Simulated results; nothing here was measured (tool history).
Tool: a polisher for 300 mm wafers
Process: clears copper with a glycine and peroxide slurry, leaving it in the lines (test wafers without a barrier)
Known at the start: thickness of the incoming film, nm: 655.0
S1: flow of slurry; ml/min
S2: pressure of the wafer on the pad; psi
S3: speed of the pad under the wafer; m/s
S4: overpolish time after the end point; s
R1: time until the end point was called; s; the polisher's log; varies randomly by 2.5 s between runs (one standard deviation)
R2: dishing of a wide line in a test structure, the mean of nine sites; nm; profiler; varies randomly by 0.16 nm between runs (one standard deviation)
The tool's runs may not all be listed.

run  hour   S1   S2    S3  S4      R1       R2
  1   0.0  295  2.1  1.10   9  170.42  25.7600
  2   0.8  295  2.1  1.32   9  147.51  29.8810
  3   9.1  295  1.9  1.32   9  158.56  28.3540
  4  10.2  295  1.9  1.32  11  160.39  33.4050
  5  16.8  295  1.9  1.14  11  180.11  30.8920
  6  20.6  270  2.0  1.00   9  192.43  23.2120
  7  24.1  245  2.1  0.88   7  206.04  17.3970
  8  26.0  225  2.2  0.78   6  216.78  14.4710
  9  33.3  210  2.3  0.70   5  234.05  11.3690
 10  34.9  200  2.5  0.64   4  242.82   9.1248
 11  37.5  200  2.5  0.64   4  235.99   8.9800
 12  42.4  200  2.6  0.64   4  230.07   9.5836
 13  47.7  195  2.8  0.62   4  220.76   9.1270

For run 14, what comes out?
     55.5  -- head pressure recalibrated
 14  55.5  195  2.9  0.60   4   ?   ?

R1: 207.39 s
R2: 10.1700 nm
